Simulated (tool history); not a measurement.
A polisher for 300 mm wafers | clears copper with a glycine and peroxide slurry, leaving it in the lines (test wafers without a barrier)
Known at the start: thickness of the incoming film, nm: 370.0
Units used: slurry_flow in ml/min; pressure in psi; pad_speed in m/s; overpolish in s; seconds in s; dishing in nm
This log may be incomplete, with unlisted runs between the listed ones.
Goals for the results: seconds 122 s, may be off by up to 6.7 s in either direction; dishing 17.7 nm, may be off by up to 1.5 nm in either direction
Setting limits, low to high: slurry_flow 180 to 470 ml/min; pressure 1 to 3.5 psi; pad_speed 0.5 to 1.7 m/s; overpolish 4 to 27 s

| run | hour | slurry_flow | pressure | pad_speed | overpolish | seconds | dishing |
|---|---|---|---|---|---|---|---|
| 1 | 0 | 300 | 2.2 | 1.1 | 14 | 74.163 | 51.95 |
| 2 | 2 | 295 | 1.9 | 1.06 | 11 | 86.347 | 35.395 |
| 3 | 6.1 | 295 | 1.9 | 1.06 | 17 | 86.795 | 52.807 |
| 4 | 10 | 330 | 1.9 | 1.06 | 17 | 86.724 | 51.107 |
| 5 | 11 | 335 | 1.7 | 1.02 | 14 | 94.208 | 40.584 |
| 6 | 13.9 | 335 | 1.5 | 0.98 | 11 | 107.59 | 29.631 |
| 7 | 18.2 | 335 | 1.4 | 0.98 | 9 | 114.67 | 23.77 |
| 8 | 20.7 | 335 | 1.2 | 1 | 5 | 122.91 | 12.22 |
| 9 | 25.7 | 330 | 1.5 | 0.88 | 8 | 114.36 | 21.916 |
| 10 | 29.9 | 330 | 1.4 | 0.9 | 8 | 119.25 | 20.303 |
| 11 | 32.6 | 330 | 1.4 | 0.92 | 8 | 119.72 | 19.84 |
| 12 | 36.9 | 330 | 1.3 | 0.92 | 6 | 123.45 | 14.679 |
| 13 | 45.9 | 340 | 1.3 | 0.9 | 6 | 128.86 | 14.266 |
| 14 | 49.6 | 330 | 1.3 | 0.88 | 6 | 128.63 | 14.206 |
| 15 | 54 | 330 | 1.5 | 0.88 | 10 | 117.16 | 25.288 |
| 16 | 62 | 330 | 1.4 | 0.92 | 9 | 120.81 | 23.429 |
| 17 | 63.1 | 340 | 1.4 | 0.94 | 9 | 116.02 | 22.162 |

Below are 5 possible settings for the next run. Only one of them brings all results inside the allowed miss of their targets. Which is it?
| A | 64.2 | 340 | 1 | 1.3 | 6 | ? | ? |
| B | 64.2 | 350 | 1.4 | 1.06 | 8 | ? | ? |
| C | 64.2 | 350 | 1.3 | 1.02 | 11 | ? | ? |
| D | 64.2 | 370 | 2.1 | 0.64 | 10 | ? | ? |
| E | 64.2 | 330 | 1.5 | 0.84 | 7 | ? | ? |

| move | seconds | dishing |
|---|---|---|
| A | 117.55 | 15.821 |
| B | 106.09 | 22.884 |
| C | 114.64 | 28.324 |
| D | 110.26 | 27.588 |
| E | 118.09 | 18.454 |
A: pushes the last run's worst result past its target
B: further off than the last run
C: further off than the last run
D: further off than the last run
E: each result inside its tolerance
Go with E: it meets all targets.
